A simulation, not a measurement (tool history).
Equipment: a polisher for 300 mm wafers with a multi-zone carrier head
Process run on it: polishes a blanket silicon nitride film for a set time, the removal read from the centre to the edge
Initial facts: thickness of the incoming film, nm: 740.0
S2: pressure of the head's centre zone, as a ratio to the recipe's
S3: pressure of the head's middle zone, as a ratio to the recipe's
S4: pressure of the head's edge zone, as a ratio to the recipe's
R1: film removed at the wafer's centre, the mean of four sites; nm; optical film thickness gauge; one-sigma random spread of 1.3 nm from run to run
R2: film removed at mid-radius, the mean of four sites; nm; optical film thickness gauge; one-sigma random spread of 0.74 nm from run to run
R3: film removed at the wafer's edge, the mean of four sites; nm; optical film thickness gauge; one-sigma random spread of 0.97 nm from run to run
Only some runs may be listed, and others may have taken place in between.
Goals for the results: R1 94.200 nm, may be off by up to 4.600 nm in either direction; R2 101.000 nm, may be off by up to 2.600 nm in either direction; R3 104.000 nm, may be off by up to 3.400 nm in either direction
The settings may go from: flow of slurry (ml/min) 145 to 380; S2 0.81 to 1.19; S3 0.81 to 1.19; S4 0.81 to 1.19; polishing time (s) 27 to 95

{"run": 1, "hour": 0.0, "flow of slurry (ml/min)": 245, "S2": 1.0, "S3": 1.0, "S4": 1.0, "polishing time (s)": 61, "R1": 81.68, "R2": 82.562, "R3": 80.347}
{"run": 2, "hour": 1.2, "flow of slurry (ml/min)": 245, "S2": 1.0, "S3": 0.92, "S4": 1.0, "polishing time (s)": 61, "R1": 81.159, "R2": 77.022, "R3": 80.405}
{"run": 3, "hour": 4.7, "flow of slurry (ml/min)": 285, "S2": 1.0, "S3": 0.92, "S4": 1.0, "polishing time (s)": 61, "R1": 85.456, "R2": 78.665, "R3": 80.617}
{"run": 4, "hour": 9.1, "flow of slurry (ml/min)": 275, "S2": 0.99, "S3": 0.94, "S4": 1.03, "polishing time (s)": 63, "R1": 84.966, "R2": 81.789, "R3": 83.64}
{"run": 5, "hour": 16.2, "flow of slurry (ml/min)": 325, "S2": 0.99, "S3": 0.94, "S4": 1.03, "polishing time (s)": 63, "R1": 87.287, "R2": 83.574, "R3": 83.847}
{"run": 6, "hour": 21.6, "flow of slurry (ml/min)": 310, "S2": 0.98, "S3": 0.95, "S4": 1.05, "polishing time (s)": 65, "R1": 90.421, "R2": 87.598, "R3": 88.563}
{"run": 7, "hour": 23.0, "flow of slurry (ml/min)": 300, "S2": 0.97, "S3": 0.96, "S4": 1.07, "polishing time (s)": 66, "R1": 89.44, "R2": 87.022, "R3": 90.044}
{"run": 8, "hour": 28.7, "flow of slurry (ml/min)": 295, "S2": 0.96, "S3": 0.98, "S4": 1.08, "polishing time (s)": 67, "R1": 89.435, "R2": 89.71, "R3": 94.25}
{"run": 9, "hour": 36.4, "flow of slurry (ml/min)": 300, "S2": 0.96, "S3": 1.0, "S4": 1.09, "polishing time (s)": 67, "R1": 88.991, "R2": 90.649, "R3": 92.0}

4 candidate next runs follow, results not yet known. Just one meets every target within its allowed miss. Identify it.
{"run": "A", "hour": 44.1, "flow of slurry (ml/min)": 295, "S2": 0.86, "S3": 0.9, "S4": 0.97, "polishing time (s)": 80, "R1": "?", "R2": "?", "R3": "?"}
{"run": "B", "hour": 44.1, "flow of slurry (ml/min)": 195, "S2": 0.86, "S3": 0.96, "S4": 1.08, "polishing time (s)": 83, "R1": "?", "R2": "?", "R3": "?"}
{"run": "C", "hour": 44.1, "flow of slurry (ml/min)": 305, "S2": 0.99, "S3": 1.07, "S4": 0.82, "polishing time (s)": 66, "R1": "?", "R2": "?", "R3": "?"}
{"run": "D", "hour": 44.1, "flow of slurry (ml/min)": 300, "S2": 0.87, "S3": 1.03, "S4": 1.0, "polishing time (s)": 78, "R1": "?", "R2": "?", "R3": "?"}

move=A R1=95.629 R2=102.680 R3=104.550
move=B R1=94.730 R2=107.020 R3=110.700
move=C R1=91.313 R2=96.429 R3=79.901
move=D R1=94.561 R2=110.640 R3=103.400
A: every result within its allowed miss
B: carries the result that was furthest off beyond its target, to the other side
C: lands further from the targets than the last run did
D: carries the result that was furthest off beyond its target, to the other side
A is the move that brings every result within its allowed miss.
